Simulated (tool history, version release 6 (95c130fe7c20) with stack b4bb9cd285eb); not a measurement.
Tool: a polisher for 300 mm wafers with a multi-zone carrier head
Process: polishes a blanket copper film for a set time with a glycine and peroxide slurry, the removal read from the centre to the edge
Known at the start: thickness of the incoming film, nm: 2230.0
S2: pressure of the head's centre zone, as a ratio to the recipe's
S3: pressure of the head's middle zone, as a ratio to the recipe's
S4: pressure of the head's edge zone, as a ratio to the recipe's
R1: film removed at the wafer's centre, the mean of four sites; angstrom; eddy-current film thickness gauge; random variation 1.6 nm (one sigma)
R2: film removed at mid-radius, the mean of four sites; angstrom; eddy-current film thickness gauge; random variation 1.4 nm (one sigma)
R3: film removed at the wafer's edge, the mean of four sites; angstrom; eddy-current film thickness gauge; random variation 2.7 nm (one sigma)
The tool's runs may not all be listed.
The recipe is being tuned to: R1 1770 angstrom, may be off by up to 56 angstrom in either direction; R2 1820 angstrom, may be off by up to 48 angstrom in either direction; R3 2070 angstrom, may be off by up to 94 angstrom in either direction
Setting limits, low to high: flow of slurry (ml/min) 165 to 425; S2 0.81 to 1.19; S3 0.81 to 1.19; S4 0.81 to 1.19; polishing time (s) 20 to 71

{"run": 1, "hour": 0.0, "flow of slurry (ml/min)": 275, "S2": 1, "S3": 1, "S4": 1, "polishing time (s)": 45, "R1": 2120.7, "R2": 2079.1, "R3": 2045.9}
{"run": 2, "hour": 0.9, "flow of slurry (ml/min)": 275, "S2": 1, "S3": 1.04, "S4": 1, "polishing time (s)": 45, "R1": 2092.9, "R2": 2162.7, "R3": 2022.1}
{"run": 3, "hour": 5.2, "flow of slurry (ml/min)": 275, "S2": 1.04, "S3": 1.04, "S4": 1, "polishing time (s)": 45, "R1": 2206.1, "R2": 2123.3, "R3": 2037.8}
{"run": 4, "hour": 7.4, "flow of slurry (ml/min)": 270, "S2": 1.02, "S3": 1.02, "S4": 1.02, "polishing time (s)": 45, "R1": 2114.3, "R2": 2078.6, "R3": 2079}
{"run": 5, "hour": 12.7, "flow of slurry (ml/min)": 270, "S2": 1.06, "S3": 1.02, "S4": 1.02, "polishing time (s)": 45, "R1": 2194, "R2": 2102.2, "R3": 2079.8}
{"run": 6, "hour": 15.1, "flow of slurry (ml/min)": 270, "S2": 1.06, "S3": 1.02, "S4": 1.02, "polishing time (s)": 54, "R1": 2694.7, "R2": 2519.5, "R3": 2486.6}
{"run": 7, "hour": 16.3, "flow of slurry (ml/min)": 265, "S2": 1.03, "S3": 1, "S4": 1.02, "polishing time (s)": 53, "R1": 2533.9, "R2": 2423.7, "R3": 2485.8}
{"run": 8, "hour": 22.8, "flow of slurry (ml/min)": 260, "S2": 1.01, "S3": 0.98, "S4": 1.01, "polishing time (s)": 52, "R1": 2402.9, "R2": 2353.8, "R3": 2376}

Consider the 4 candidate settings below. Which is the only one whose results all fall within their allowed miss of target?
{"run": "A", "hour": 29.3, "flow of slurry (ml/min)": 210, "S2": 0.83, "S3": 0.89, "S4": 1.19, "polishing time (s)": 48, "R1": "?", "R2": "?", "R3": "?"}
{"run": "B", "hour": 29.3, "flow of slurry (ml/min)": 255, "S2": 0.92, "S3": 0.93, "S4": 1.19, "polishing time (s)": 42, "R1": "?", "R2": "?", "R3": "?"}
{"run": "C", "hour": 29.3, "flow of slurry (ml/min)": 165, "S2": 0.88, "S3": 0.97, "S4": 1.06, "polishing time (s)": 46, "R1": "?", "R2": "?", "R3": "?"}
{"run": "D", "hour": 29.3, "flow of slurry (ml/min)": 165, "S2": 0.81, "S3": 0.94, "S4": 1.18, "polishing time (s)": 47, "R1": "?", "R2": "?", "R3": "?"}

move=A R1=1803 R2=1958.1 R3=2294.1
move=B R1=1792.5 R2=1804.6 R3=2038.6
move=C R1=1771.6 R2=1934.1 R3=2023.7
move=D R1=1664.5 R2=1932.5 R3=2184.7
A: brings the last run's worst result on target, with another outside its allowed miss
B: every result lands within tolerance
C: brings the last run's worst result on target, with another outside its allowed miss
D: takes the result that was furthest off past its target
Correct choice: B, which meets every target

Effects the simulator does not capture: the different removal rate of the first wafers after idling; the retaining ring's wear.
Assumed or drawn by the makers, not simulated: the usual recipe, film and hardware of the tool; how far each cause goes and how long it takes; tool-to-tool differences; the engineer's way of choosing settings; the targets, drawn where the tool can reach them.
